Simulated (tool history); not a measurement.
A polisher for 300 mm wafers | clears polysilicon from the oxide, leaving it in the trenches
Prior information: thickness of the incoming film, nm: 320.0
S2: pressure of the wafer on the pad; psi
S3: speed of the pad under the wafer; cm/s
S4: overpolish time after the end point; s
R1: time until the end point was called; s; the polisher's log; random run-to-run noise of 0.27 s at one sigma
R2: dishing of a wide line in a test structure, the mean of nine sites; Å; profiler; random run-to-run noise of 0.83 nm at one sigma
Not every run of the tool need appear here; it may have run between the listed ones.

Run 1, hour 0.0: flow of slurry (ml/min) 280, S2 2.9 psi, S3 126 cm/s, S4 13 s. Result: R1 17.407 s, R2 659.25 Å.
Run 2, hour 8.6: flow of slurry (ml/min) 280, S2 2.4 psi, S3 126 cm/s, S4 13 s. Result: R1 21.193 s, R2 646.55 Å.
Run 3, hour 14.9: flow of slurry (ml/min) 280, S2 2.4 psi, S3 126 cm/s, S4 8 s. Result: R1 21.097 s, R2 565.22 Å.
Run 4, hour 17.7: flow of slurry (ml/min) 280, S2 2.2 psi, S3 130 cm/s, S4 7 s. Result: R1 22.383 s, R2 522.82 Å.
Run 5, hour 18.5: flow of slurry (ml/min) 280, S2 1.8 psi, S3 130 cm/s, S4 7 s. Result: R1 27.219 s, R2 481.82 Å.
Run 6, hour 22.9: flow of slurry (ml/min) 280, S2 2.3 psi, S3 130 cm/s, S4 7 s. Result: R1 21.236 s, R2 537.37 Å.
Run 7, hour 28.8: flow of slurry (ml/min) 280, S2 2.3 psi, S3 130 cm/s, S4 7 s. Result: R1 21.094 s, R2 528.74 Å.

Estimate the outcome of run 8 from the log above:
Run 8, hour 31.5: flow of slurry (ml/min) 275, S2 2.1 psi, S3 136 cm/s, S4 6 s. Result: R1 ?, R2 ?.

R1: 22.160 s
R2: 492.20 Å
